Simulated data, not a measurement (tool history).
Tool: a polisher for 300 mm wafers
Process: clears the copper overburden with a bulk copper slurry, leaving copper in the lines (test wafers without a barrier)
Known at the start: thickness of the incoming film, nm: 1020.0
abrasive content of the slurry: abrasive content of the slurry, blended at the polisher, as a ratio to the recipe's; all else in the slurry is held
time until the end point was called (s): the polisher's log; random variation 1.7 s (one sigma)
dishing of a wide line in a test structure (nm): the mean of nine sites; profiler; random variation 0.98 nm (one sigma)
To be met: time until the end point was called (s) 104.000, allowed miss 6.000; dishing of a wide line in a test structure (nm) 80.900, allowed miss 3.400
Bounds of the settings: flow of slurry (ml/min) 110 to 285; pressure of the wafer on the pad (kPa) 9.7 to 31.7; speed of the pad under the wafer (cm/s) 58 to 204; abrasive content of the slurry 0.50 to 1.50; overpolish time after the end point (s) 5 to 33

| run | hour | flow of slurry (ml/min) | pressure of the wafer on the pad (kPa) | speed of the pad under the wafer (cm/s) | abrasive content of the slurry | overpolish time after the end point (s) | time until the end point was called (s) | dishing of a wide line in a test structure (nm) |
|---|---|---|---|---|---|---|---|---|
| 1 | 0.0 | 180 | 20.7 | 130 | 1.00 | 17 | 85.851 | 101.060 |
| 2 | 4.7 | 180 | 23.4 | 130 | 1.00 | 17 | 75.710 | 112.700 |
| 3 | 10.3 | 180 | 21.4 | 130 | 1.00 | 16 | 82.253 | 101.370 |
| 4 | 16.3 | 210 | 21.4 | 130 | 1.00 | 16 | 81.506 | 101.780 |
| 5 | 23.4 | 210 | 20.0 | 130 | 1.00 | 16 | 85.192 | 96.932 |
| 6 | 30.5 | 205 | 18.6 | 130 | 1.00 | 16 | 91.922 | 92.083 |
| 7 | 37.2 | 205 | 17.9 | 130 | 1.00 | 16 | 99.219 | 89.369 |
| 8 | 41.9 | 205 | 17.9 | 130 | 1.00 | 15 | 93.954 | 85.558 |

Which of these 4 next moves meets every target?
| A | 46.6 | 255 | 15.9 | 130 | 1.25 | 18 | ? | ? |
| B | 46.6 | 190 | 18.6 | 118 | 0.80 | 15 | ? | ? |
| C | 46.6 | 160 | 22.8 | 136 | 0.80 | 11 | ? | ? |
| D | 46.6 | 205 | 17.9 | 152 | 1.10 | 12 | ? | ? |

| move | time until the end point was called (s) | dishing of a wide line in a test structure (nm) |
|---|---|---|
| A | 101.980 | 90.909 |
| B | 106.550 | 80.310 |
| C | 80.062 | 80.869 |
| D | 83.357 | 81.154 |
A: brings the result that was furthest off to its target, and leaves another outside
B: meets every target
C: further off than the last run
D: further off than the last run
Answer: B
